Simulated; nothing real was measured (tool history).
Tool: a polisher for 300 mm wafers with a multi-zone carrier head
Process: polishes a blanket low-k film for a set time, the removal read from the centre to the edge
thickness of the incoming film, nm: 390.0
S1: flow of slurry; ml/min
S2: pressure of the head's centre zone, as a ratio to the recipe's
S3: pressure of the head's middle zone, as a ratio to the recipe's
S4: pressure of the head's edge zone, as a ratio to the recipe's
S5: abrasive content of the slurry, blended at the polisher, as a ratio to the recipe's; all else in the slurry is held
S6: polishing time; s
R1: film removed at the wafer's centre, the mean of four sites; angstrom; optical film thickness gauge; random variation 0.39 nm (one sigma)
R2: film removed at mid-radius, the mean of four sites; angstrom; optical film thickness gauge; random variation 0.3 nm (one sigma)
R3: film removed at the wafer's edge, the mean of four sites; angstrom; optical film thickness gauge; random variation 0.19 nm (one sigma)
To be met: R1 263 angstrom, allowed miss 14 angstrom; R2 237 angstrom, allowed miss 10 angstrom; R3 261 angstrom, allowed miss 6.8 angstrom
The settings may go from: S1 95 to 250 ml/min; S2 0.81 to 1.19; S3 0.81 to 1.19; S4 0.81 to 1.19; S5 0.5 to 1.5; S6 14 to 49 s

run  hour   S1    S2    S3    S4    S5  S6      R1      R2      R3
  1     0  160     1     1     1     1  31  193.16  187.57  182.95
  2   8.1  165     1  0.99  1.03   1.1  31  208.58  199.61  196.47
  3  12.5  170  0.99  0.97  1.06  1.15  31  207.65  205.75  202.63
  4  14.7  170  1.05  0.97  1.06  1.15  31  224.32  199.91  205.04
  5  18.4  170  1.05  0.96  1.08   1.2  31   229.2  205.64  210.39
  6  24.9  170  1.05  0.96  1.08     1  31  204.92  184.76  190.76
  7  31.6  170  1.04  0.94   1.1   1.1  31  211.37  193.01  202.34
  8  38.1  200  1.06  0.89  1.19  1.35  32  255.53  215.53  245.99
  9  39.1  200  1.05   0.9  1.19  1.35  32  256.12  215.83  247.75
 10  42.8  205  1.04  0.91  1.19  1.35  32  245.34  221.42  246.34
 11  49.9  210  1.05  0.91  1.19   1.4  32  263.41  222.21  247.19

Which of these 5 next moves meets every target?
  A    57  170  1.07  0.81  1.19   1.2  36   ?   ?   ?
  B    57  220  1.12  0.86  1.17   1.4  30   ?   ?   ?
  C    57  240  0.98  0.87  1.19  1.35  35   ?   ?   ?
  D    57  190  0.88     1  1.19  1.35  36   ?   ?   ?
  E    57  165  1.05  0.94  1.19   1.5  33   ?   ?   ?

move      R1      R2      R3
   A  268.22  206.82  255.97
   B  262.84  202.28  234.29
   C  266.96  237.15  272.97
   D  238.13  265.69  273.83
   E  266.03  236.34  258.57
A: brings the result that was furthest off to its target, and leaves another outside
B: further off than the last run
C: takes the result that was furthest off past its target
D: takes the result that was furthest off past its target
E: meets every target
Move E is the one to make.
